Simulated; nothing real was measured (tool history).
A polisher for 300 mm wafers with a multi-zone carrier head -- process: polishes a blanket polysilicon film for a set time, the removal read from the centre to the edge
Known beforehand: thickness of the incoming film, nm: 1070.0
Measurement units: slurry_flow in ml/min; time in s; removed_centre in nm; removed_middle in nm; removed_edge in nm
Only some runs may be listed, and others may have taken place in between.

run 1 hour=0.0 | slurry_flow=175 centre_zone=1.00 middle_zone=1.00 edge_zone=1.00 time=43 | removed_centre=387.98 removed_middle=389.20 removed_edge=390.95
run 2 hour=4.4 | slurry_flow=175 centre_zone=1.00 middle_zone=0.93 edge_zone=1.00 time=43 | removed_centre=376.60 removed_middle=369.12 removed_edge=390.52
run 3 hour=13.2 | slurry_flow=170 centre_zone=1.01 middle_zone=0.91 edge_zone=0.99 time=42 | removed_centre=371.77 removed_middle=353.21 removed_edge=375.80
run 4 hour=14.3 | slurry_flow=165 centre_zone=1.01 middle_zone=0.89 edge_zone=0.98 time=42 | removed_centre=364.26 removed_middle=347.06 removed_edge=384.05
run 5 hour=15.9 | slurry_flow=185 centre_zone=1.01 middle_zone=0.89 edge_zone=0.98 time=42 | removed_centre=383.54 removed_middle=347.65 removed_edge=377.45
run 6 hour=23.6 | slurry_flow=185 centre_zone=1.01 middle_zone=0.88 edge_zone=0.97 time=41 | removed_centre=376.12 removed_middle=338.18 removed_edge=371.45
run 7 hour=24.2 | slurry_flow=185 centre_zone=1.01 middle_zone=0.87 edge_zone=0.96 time=40 | removed_centre=364.83 removed_middle=334.79 removed_edge=358.53
run 8 hour=29.5 | slurry_flow=185 centre_zone=1.01 middle_zone=0.86 edge_zone=0.96 time=40 | removed_centre=365.61 removed_middle=333.20 removed_edge=357.27

Expected results for the next run?
run 9 hour=33.0 | slurry_flow=180 centre_zone=1.01 middle_zone=0.85 edge_zone=0.96 time=40 | removed_centre=? removed_middle=? removed_edge=?

removed_centre: 365.57 nm
removed_middle: 327.33 nm
removed_edge: 363.16 nm
